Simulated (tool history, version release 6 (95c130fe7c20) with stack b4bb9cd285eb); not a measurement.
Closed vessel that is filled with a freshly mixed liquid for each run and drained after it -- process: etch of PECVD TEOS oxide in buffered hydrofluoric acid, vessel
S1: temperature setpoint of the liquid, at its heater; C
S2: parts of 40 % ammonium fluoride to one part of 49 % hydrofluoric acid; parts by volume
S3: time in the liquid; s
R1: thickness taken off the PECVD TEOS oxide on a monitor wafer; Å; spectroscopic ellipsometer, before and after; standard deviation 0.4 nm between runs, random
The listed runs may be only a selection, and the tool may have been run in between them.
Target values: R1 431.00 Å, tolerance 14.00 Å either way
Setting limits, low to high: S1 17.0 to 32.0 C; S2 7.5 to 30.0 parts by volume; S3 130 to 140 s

run	hour	S1	S2	S3	R1
1	0.0	24.0	22.0	130	769.22
2	8.0	23.0	23.0	130	695.03
3	9.0	22.0	23.5	130	650.63
4	15.3	20.5	23.5	130	606.57
5	16.3	20.5	23.5	140	645.86
6	21.6	20.5	26.5	140	594.08
7	29.8	20.0	27.0	140	580.25
8	37.4	19.5	27.5	140	555.74
9	43.9	19.5	27.5	140	555.78
10	44.4	19.0	28.0	140	528.31
11	52.9	17.0	30.0	140	456.19

4 candidate next runs follow, results not yet known. Just one meets every target within its allowed miss. Identify it.
A	61.4	19.0	30.0	130	?
B	61.4	17.5	28.5	140	?
C	61.4	17.0	28.0	140	?
D	61.4	17.0	28.5	130	?

move	R1
A	470.88
B	482.40
C	474.55
D	435.28
A: its largest miss is bigger than the last run's
B: its largest miss is bigger than the last run's
C: its largest miss is bigger than the last run's
D: all results in spec
Move D is the one to make.
